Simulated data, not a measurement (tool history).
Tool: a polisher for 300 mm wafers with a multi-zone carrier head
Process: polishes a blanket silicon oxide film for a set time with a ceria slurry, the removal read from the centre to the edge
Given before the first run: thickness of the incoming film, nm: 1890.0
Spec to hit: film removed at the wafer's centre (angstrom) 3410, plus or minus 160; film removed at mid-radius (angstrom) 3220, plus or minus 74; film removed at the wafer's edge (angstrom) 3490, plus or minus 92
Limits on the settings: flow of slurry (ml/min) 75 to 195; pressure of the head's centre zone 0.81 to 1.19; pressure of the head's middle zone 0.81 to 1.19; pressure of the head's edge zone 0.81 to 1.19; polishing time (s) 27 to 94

run,hour,flow of slurry (ml/min),pressure of the head's centre zone,pressure of the head's middle zone,pressure of the head's edge zone,polishing time (s),film removed at the wafer's centre (angstrom),film removed at mid-radius (angstrom),film removed at the wafer's edge (angstrom)
1,0,125,1,1,1,60,2976.2,2982.4,2869.3
2,3.9,135,1,0.99,1.03,60,3059.5,3049.9,2926.2
3,7.2,135,1,0.97,1.05,61,3011,3029.6,3013.3
4,14,140,1.01,0.96,1.07,61,3074,3010.9,3093
5,19.1,145,1.01,0.96,1.08,61,3078.1,3018.2,3086.2
6,22,145,1.09,0.96,1.08,61,3428.4,3070.4,3086.1
7,28.9,150,1.08,0.96,1.1,61,3341.2,3048.4,3089.8
8,29.7,155,1.07,0.95,1.11,62,3418.1,3092.8,3209
9,31.7,160,1.06,0.95,1.12,62,3386.8,3097.8,3254.9
10,33.1,165,1.05,0.95,1.13,62,3447,3155.7,3254.6
11,42,165,1.04,0.95,1.14,62,3326.5,3148.4,3264.7
12,46.8,165,1.04,0.95,1.15,62,3355.3,3139.7,3280.1
13,53.3,165,1.04,0.95,1.16,62,3340.4,3120.2,3292.5

Consider the 4 candidate settings below. Which is the only one whose results all fall within their allowed miss of target?
A,59.8,195,0.98,0.97,1.15,60,?,?,?
B,59.8,195,1.07,0.99,1.13,59,?,?,?
C,59.8,145,1.07,0.98,1.1,60,?,?,?
D,59.8,170,0.99,0.91,1.15,66,?,?,?

move,film removed at the wafer's centre (angstrom),film removed at mid-radius (angstrom),film removed at the wafer's edge (angstrom)
A,3201.7,3206.6,3219.7
B,3440.3,3206.3,3141.5
C,3294.8,3064.5,3037.8
D,3468,3269,3485.8
A: the biggest miss grows against the last run
B: the biggest miss grows against the last run
C: the biggest miss grows against the last run
D: hits every target within its allowed miss
The right move is D.
